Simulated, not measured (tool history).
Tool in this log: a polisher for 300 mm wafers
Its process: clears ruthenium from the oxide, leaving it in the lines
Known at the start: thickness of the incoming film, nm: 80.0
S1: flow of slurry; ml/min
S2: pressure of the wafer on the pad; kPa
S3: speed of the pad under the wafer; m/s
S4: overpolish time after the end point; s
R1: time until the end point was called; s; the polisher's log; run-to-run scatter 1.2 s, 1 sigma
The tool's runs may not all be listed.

run,hour,S1,S2,S3,S4,R1
1,0.0,215,14.5,0.78,33,116.510
2,6.1,215,14.5,0.66,33,134.220
3,13.7,215,12.4,0.66,33,154.380
4,21.7,215,12.4,0.66,36,154.330
5,26.5,215,15.2,0.72,36,117.800
6,31.3,215,17.2,0.76,36,99.926
7,38.7,215,18.6,0.80,36,86.083

What does the tool deliver on the next run?
8,46.0,215,20.0,0.82,36,?

Logged for run 8: R1 79.509 s.
